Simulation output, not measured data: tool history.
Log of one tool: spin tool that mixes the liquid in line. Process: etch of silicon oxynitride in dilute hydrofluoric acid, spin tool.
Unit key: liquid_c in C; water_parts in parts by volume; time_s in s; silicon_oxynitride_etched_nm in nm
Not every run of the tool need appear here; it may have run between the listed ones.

run	hour	liquid_c	water_parts	time_s	silicon_oxynitride_etched_nm
1	0.0	20.0	285	270	2.2257
2	4.0	19.5	295	270	2.0700
3	12.5	19.0	305	270	1.9684
4	15.8	19.0	305	290	2.1256
5	19.4	22.5	305	290	2.4470
6	27.7	22.5	305	290	2.4709
7	31.4	21.5	320	290	2.2192

Estimate the outcome of run 8 from the log above:
8	39.3	20.5	330	290	?

For run 8 the tool returned silicon_oxynitride_etched_nm 2.0563 nm.

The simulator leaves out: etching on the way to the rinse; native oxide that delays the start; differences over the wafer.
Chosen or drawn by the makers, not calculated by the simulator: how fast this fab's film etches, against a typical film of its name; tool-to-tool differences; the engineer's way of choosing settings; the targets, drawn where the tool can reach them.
